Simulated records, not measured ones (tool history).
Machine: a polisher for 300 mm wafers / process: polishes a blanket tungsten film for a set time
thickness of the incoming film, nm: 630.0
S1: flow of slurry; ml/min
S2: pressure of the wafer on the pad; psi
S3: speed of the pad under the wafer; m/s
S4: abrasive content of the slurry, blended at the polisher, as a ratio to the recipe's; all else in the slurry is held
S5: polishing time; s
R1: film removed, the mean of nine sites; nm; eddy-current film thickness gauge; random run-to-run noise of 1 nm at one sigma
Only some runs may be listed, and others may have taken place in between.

{"run": 1, "hour": 0.0, "S1": 230, "S2": 4.7, "S3": 1.34, "S4": 1, "S5": 15, "R1": 142.56}
{"run": 2, "hour": 4.0, "S1": 230, "S2": 4.4, "S3": 1.34, "S4": 1, "S5": 15, "R1": 137.53}
{"run": 3, "hour": 4.6, "S1": 230, "S2": 4.1, "S3": 1.34, "S4": 1, "S5": 15, "R1": 129.68}
{"run": 4, "hour": 10.8, "S1": 230, "S2": 3.8, "S3": 1.34, "S4": 1, "S5": 15, "R1": 123.29}
{"run": 5, "hour": 15.3, "S1": 230, "S2": 3.6, "S3": 1.34, "S4": 1, "S5": 15, "R1": 118.21}
{"run": 6, "hour": 24.3, "S1": 230, "S2": 3.6, "S3": 1.62, "S4": 1, "S5": 15, "R1": 142.76}

What does the tool deliver on the next run?
{"run": 7, "hour": 30.8, "S1": 230, "S2": 3.3, "S3": 1.6, "S4": 1, "S5": 15, "R1": "?"}

{"run 7": {"R1": 133.26}}
